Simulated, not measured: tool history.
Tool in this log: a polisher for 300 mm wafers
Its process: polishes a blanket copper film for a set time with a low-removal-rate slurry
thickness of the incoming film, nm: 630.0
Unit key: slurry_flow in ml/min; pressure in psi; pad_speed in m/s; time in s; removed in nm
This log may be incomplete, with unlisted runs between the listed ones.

run,hour,slurry_flow,pressure,pad_speed,slurry_solids,time,removed
1,0.0,315,2.1,1.18,1.00,54,157.66
2,4.6,315,2.0,1.16,1.00,54,149.62
3,12.8,315,2.0,1.16,0.85,54,145.07
4,14.0,315,2.0,1.16,1.05,54,153.09
5,14.6,315,2.4,1.16,1.05,54,180.64
6,17.5,315,1.9,1.16,1.05,54,144.85
7,19.5,315,1.8,1.12,1.05,54,134.58

The next listed run, before its measurement:
8,27.8,315,1.7,1.08,1.05,54,?

Run 8 came out at removed 123.11 nm.

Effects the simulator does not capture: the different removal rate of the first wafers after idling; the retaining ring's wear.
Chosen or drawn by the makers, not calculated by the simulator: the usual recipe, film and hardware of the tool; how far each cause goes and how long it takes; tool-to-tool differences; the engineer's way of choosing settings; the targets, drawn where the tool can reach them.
